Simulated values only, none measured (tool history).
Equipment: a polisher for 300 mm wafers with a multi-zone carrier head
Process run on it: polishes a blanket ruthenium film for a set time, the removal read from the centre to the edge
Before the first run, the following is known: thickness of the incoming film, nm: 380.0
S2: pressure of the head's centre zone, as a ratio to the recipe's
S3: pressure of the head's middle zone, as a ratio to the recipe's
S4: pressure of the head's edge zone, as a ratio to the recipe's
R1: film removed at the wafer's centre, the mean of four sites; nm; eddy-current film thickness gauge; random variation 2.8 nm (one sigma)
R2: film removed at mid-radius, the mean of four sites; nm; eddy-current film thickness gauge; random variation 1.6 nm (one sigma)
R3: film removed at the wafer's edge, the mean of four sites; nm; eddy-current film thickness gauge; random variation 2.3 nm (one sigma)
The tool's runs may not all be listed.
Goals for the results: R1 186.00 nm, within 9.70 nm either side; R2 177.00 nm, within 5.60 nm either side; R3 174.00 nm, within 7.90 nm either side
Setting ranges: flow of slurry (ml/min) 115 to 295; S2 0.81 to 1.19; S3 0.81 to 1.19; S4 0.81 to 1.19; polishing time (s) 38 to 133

{"run": 1, "day": 0.0, "flow of slurry (ml/min)": 190, "S2": 1.0, "S3": 1.0, "S4": 1.0, "polishing time (s)": 85, "R1": 137.57, "R2": 138.18, "R3": 125.69}
{"run": 2, "day": 0.2, "flow of slurry (ml/min)": 190, "S2": 1.0, "S3": 1.0, "S4": 1.0, "polishing time (s)": 72, "R1": 117.09, "R2": 115.76, "R3": 104.73}
{"run": 3, "day": 0.225, "flow of slurry (ml/min)": 190, "S2": 1.0, "S3": 1.0, "S4": 1.04, "polishing time (s)": 72, "R1": 112.22, "R2": 114.98, "R3": 107.03}
{"run": 4, "day": 0.367, "flow of slurry (ml/min)": 220, "S2": 1.0, "S3": 1.0, "S4": 1.04, "polishing time (s)": 72, "R1": 116.49, "R2": 117.69, "R3": 106.37}
{"run": 5, "day": 0.396, "flow of slurry (ml/min)": 205, "S2": 1.03, "S3": 1.0, "S4": 1.05, "polishing time (s)": 83, "R1": 137.21, "R2": 133.44, "R3": 123.64}
{"run": 6, "day": 0.758, "flow of slurry (ml/min)": 205, "S2": 1.03, "S3": 0.92, "S4": 1.05, "polishing time (s)": 83, "R1": 136.14, "R2": 122.57, "R3": 125.49}
{"run": 7, "day": 0.946, "flow of slurry (ml/min)": 190, "S2": 1.04, "S3": 0.94, "S4": 1.06, "polishing time (s)": 91, "R1": 152.73, "R2": 137.82, "R3": 135.84}
{"run": 8, "day": 1.271, "flow of slurry (ml/min)": 195, "S2": 1.03, "S3": 0.94, "S4": 1.08, "polishing time (s)": 97, "R1": 156.91, "R2": 149.27, "R3": 148.08}
{"run": 9, "day": 1.433, "flow of slurry (ml/min)": 195, "S2": 1.04, "S3": 0.95, "S4": 1.09, "polishing time (s)": 101, "R1": 167.39, "R2": 156.5, "R3": 154.64}
{"run": 10, "day": 1.775, "flow of slurry (ml/min)": 195, "S2": 1.04, "S3": 0.95, "S4": 1.1, "polishing time (s)": 104, "R1": 166.85, "R2": 160.54, "R3": 161.69}
{"run": 11, "day": 1.812, "flow of slurry (ml/min)": 200, "S2": 1.05, "S3": 0.96, "S4": 1.1, "polishing time (s)": 106, "R1": 174.04, "R2": 162.81, "R3": 164.62}
{"run": 12, "day": 2.062, "flow of slurry (ml/min)": 200, "S2": 1.05, "S3": 0.97, "S4": 1.09, "polishing time (s)": 108, "R1": 183.49, "R2": 170.91, "R3": 164.95}

Which one of the following 4 next-run settings gets every result inside its allowed miss? There is exactly one.
{"run": "A", "day": 2.312, "flow of slurry (ml/min)": 170, "S2": 1.0, "S3": 0.95, "S4": 1.19, "polishing time (s)": 110, "R1": "?", "R2": "?", "R3": "?"}
{"run": "B", "day": 2.312, "flow of slurry (ml/min)": 200, "S2": 1.08, "S3": 1.0, "S4": 1.15, "polishing time (s)": 110, "R1": "?", "R2": "?", "R3": "?"}
{"run": "C", "day": 2.312, "flow of slurry (ml/min)": 200, "S2": 1.16, "S3": 1.06, "S4": 1.1, "polishing time (s)": 100, "R1": "?", "R2": "?", "R3": "?"}
{"run": "D", "day": 2.312, "flow of slurry (ml/min)": 180, "S2": 1.04, "S3": 1.07, "S4": 1.05, "polishing time (s)": 106, "R1": "?", "R2": "?", "R3": "?"}

move=A R1=173.02 R2=165.46 R3=173.10
move=B R1=191.34 R2=176.23 R3=172.63
move=C R1=187.00 R2=168.27 R3=153.45
move=D R1=175.04 R2=177.60 R3=157.56
A: gets the furthest-off result to its target, but another result is out of tolerance
B: meets every target
C: misses by more than the last run did
D: misses by more than the last run did
Move B is the one to make.

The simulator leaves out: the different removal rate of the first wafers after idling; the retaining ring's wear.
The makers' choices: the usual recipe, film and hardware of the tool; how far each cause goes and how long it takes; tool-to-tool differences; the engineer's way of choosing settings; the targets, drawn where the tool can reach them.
